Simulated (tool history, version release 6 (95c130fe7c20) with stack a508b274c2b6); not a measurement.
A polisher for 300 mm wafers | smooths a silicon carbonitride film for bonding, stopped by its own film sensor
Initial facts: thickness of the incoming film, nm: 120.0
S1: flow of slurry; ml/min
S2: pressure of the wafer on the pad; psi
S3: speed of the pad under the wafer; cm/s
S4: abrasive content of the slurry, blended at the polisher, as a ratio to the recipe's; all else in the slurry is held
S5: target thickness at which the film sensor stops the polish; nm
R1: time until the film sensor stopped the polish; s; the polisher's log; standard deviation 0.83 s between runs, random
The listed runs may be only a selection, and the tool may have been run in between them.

run  hour   S1   S2  S3   S4   S5       R1
  1   0.0  160  1.6  96  1.0  101  111.010
  2   2.4  190  1.6  96  1.0  101  107.020
  3  11.2  190  1.6  96  1.0  100  111.930
  4  14.6  190  1.9  96  1.0  100   99.390
  5  15.4  190  1.9  78  1.0  100  115.940
  6  20.2  190  2.2  78  1.0  100  105.900
  7  28.2  195  2.3  80  1.0  100   98.753
  8  30.8  200  2.4  82  1.0  100   92.033

Estimate the outcome of run 9 from the log above:
  9  35.3  200  2.4  84  1.0  100   ?

R1: 91.620 s
